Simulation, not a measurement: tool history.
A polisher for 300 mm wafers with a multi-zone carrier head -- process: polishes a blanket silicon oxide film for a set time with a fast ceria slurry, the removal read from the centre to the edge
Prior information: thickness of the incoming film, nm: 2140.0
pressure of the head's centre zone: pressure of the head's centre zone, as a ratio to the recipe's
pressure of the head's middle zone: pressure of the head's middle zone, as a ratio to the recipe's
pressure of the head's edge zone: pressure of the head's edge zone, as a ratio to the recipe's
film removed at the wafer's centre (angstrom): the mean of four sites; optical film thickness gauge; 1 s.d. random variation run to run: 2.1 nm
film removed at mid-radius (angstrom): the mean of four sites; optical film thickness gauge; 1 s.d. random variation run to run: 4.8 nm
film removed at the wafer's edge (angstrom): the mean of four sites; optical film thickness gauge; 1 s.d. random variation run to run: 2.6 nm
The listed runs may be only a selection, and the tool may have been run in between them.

run  hour  flow of slurry (ml/min)  pressure of the head's centre zone  pressure of the head's middle zone  pressure of the head's edge zone  polishing time (s)  film removed at the wafer's centre (angstrom)  film removed at mid-radius (angstrom)  film removed at the wafer's edge (angstrom)
  1     0                      280                                   1                                   1                                 1                  41                                           6679                                   6583                                       6684.3
  2   5.4                      280                                   1                                0.95                                 1                  41                                         6736.7                                 6340.3                                       6621.2
  3   7.9                      280                                   1                                0.95                                 1                  35                                         5683.4                                 5394.6                                       5614.5
  4  13.5                      280                                0.97                                0.98                              0.96                  32                                         5067.6                                 4928.8                                       5062.6
  5  14.2                      285                                0.95                                1.03                              0.92                  30                                         4714.5                                 4884.8                                       4680.1
  6  21.6                      280                                0.93                                1.05                              0.89                  28                                         4283.6                                 4680.1                                         4331
  7  25.8                      280                                0.92                                1.06                              0.87                  27                                         4073.7                                   4546                                         4071
  8  27.2                      270                                0.91                                1.06                              0.86                  27                                         4011.7                                 4520.5                                       4012.3
  9  31.5                      215                                0.85                                1.05                              0.81                  24                                         3252.5                                 3904.5                                       3480.6
 10  35.5                      235                                0.85                                1.05                              0.81                  24                                         3267.3                                 3889.1                                       3461.1

What does the tool deliver on the next run?
 11  44.2                      250                                0.85                                1.06                              0.82                  24                                              ?                                      ?                                            ?

film removed at the wafer's centre (angstrom): 3301.4
film removed at mid-radius (angstrom): 3967.8
film removed at the wafer's edge (angstrom): 3541.4
